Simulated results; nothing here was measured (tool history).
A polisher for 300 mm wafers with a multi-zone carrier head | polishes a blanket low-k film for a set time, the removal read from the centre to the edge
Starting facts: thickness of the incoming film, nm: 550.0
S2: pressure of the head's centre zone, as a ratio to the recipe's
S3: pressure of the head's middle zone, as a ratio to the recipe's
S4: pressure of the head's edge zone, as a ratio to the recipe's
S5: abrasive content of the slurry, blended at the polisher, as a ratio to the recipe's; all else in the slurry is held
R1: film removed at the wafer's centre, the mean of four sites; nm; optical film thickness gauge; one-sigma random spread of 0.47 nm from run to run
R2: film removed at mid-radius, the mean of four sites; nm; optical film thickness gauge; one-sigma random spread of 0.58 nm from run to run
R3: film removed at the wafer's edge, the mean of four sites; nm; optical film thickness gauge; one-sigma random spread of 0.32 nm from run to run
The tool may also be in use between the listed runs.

run 1 hour=0.0 | flow_of_slurry_(ml/min)=205 S2=1.00 S3=1.00 S4=1.00 S5=1.00 polishing_time_(s)=76 | R1=46.902 R2=44.256 R3=46.090
run 2 hour=2.8 | flow_of_slurry_(ml/min)=205 S2=1.00 S3=1.00 S4=1.00 S5=1.15 polishing_time_(s)=76 | R1=47.609 R2=46.733 R3=47.782
run 3 hour=5.8 | flow_of_slurry_(ml/min)=205 S2=1.00 S3=1.00 S4=1.00 S5=1.15 polishing_time_(s)=67 | R1=42.665 R2=41.422 R3=41.680
run 4 hour=12.6 | flow_of_slurry_(ml/min)=205 S2=1.00 S3=1.00 S4=1.00 S5=1.35 polishing_time_(s)=67 | R1=46.319 R2=43.571 R3=44.713
run 5 hour=13.6 | flow_of_slurry_(ml/min)=205 S2=0.99 S3=1.02 S4=0.97 S5=1.25 polishing_time_(s)=66 | R1=42.843 R2=43.831 R3=41.635
run 6 hour=19.6 | flow_of_slurry_(ml/min)=200 S2=0.99 S3=1.01 S4=0.94 S5=1.20 polishing_time_(s)=66 | R1=41.787 R2=42.128 R3=40.503

Expected results for the next run?
run 7 hour=22.5 | flow_of_slurry_(ml/min)=200 S2=0.99 S3=1.02 S4=0.92 S5=1.15 polishing_time_(s)=65 | R1=? R2=? R3=?

{"run 7": {"R1": 41.234, "R2": 40.558, "R3": 38.785}}
